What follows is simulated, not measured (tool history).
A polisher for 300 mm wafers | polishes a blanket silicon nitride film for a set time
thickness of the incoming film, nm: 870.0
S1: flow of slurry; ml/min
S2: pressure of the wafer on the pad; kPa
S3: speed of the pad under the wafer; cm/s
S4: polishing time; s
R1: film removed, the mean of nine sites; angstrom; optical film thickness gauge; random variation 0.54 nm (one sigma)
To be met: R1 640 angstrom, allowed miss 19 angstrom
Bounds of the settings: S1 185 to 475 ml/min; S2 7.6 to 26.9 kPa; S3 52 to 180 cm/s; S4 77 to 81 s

run  hour   S1    S2   S3  S4      R1
  1     0  305  17.2  116  77  1276.8
  2   7.2  265  17.2  116  77  1222.5
  3  11.4  250  14.5  114  77  1028.5
  4  18.5  250  15.9  114  77  1140.6
  5  25.3  250  15.9  114  81  1186.9
  6  33.8  275  15.9  114  81  1205.8
  7  38.7  270  13.1  108  81   960.8
  8  44.3  270  11.7  106  81  830.15
  9  50.8  270  10.3  106  81  759.93
 10  54.7  270   9.7  106  81  709.38

Which of these 5 next moves meets every target?
  A  58.6  315   9.7   98  77   ?
  B  58.6  260  12.4   64  81   ?
  C  58.6  310    11   92  77   ?
  D  58.6  185   9.7  118  77   ?
  E  58.6  290  11.7  104  78   ?

move      R1
   A  632.75
   B   596.7
   C  682.93
   D  686.89
   E  801.58
A: meets every target
B: takes the result that was furthest off past its target
C: nearer than the last run, and not there yet
D: nearer than the last run, and not there yet
E: further off than the last run
Answer: A

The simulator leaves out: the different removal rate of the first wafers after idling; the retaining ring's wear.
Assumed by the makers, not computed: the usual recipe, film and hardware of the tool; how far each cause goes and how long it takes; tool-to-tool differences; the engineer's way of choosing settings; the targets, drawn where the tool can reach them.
